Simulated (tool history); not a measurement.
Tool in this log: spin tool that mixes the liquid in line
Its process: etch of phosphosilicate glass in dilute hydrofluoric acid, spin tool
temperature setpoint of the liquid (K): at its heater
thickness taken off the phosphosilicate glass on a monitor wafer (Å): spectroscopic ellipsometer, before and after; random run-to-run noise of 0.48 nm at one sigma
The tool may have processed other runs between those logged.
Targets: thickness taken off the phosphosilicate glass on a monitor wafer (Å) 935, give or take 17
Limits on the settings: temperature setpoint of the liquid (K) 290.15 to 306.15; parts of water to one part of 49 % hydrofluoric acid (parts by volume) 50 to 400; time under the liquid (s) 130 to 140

run,day,temperature setpoint of the liquid (K),parts of water to one part of 49 % hydrofluoric acid (parts by volume),time under the liquid (s),thickness taken off the phosphosilicate glass on a monitor wafer (Å)
1,0,298.15,225,130,365.54
2,0.296,298.15,255,130,313.52
3,0.462,298.15,255,140,340.4
4,0.521,300.65,255,140,367.46
5,0.662,300.65,210,140,472.94
6,0.962,298.15,210,140,429.23
7,1.121,302.15,120,140,977.59
8,1.25,301.65,120,140,956.31

Next run, 4 choices. One meets every target within its allowed miss, the rest don't. Which?
A,1.379,302.65,130,140,?
B,1.379,303.15,120,130,?
C,1.379,299.15,105,135,?
D,1.379,300.65,115,140,?

move,thickness taken off the phosphosilicate glass on a monitor wafer (Å)
A,894.43
B,928.93
C,966.75
D,957.12
A: takes the result that was furthest off past its target
B: hits every target within its allowed miss
C: further off than the last run
D: just as far off the targets as the last run
So the answer is move B, the one that meets all the targets.
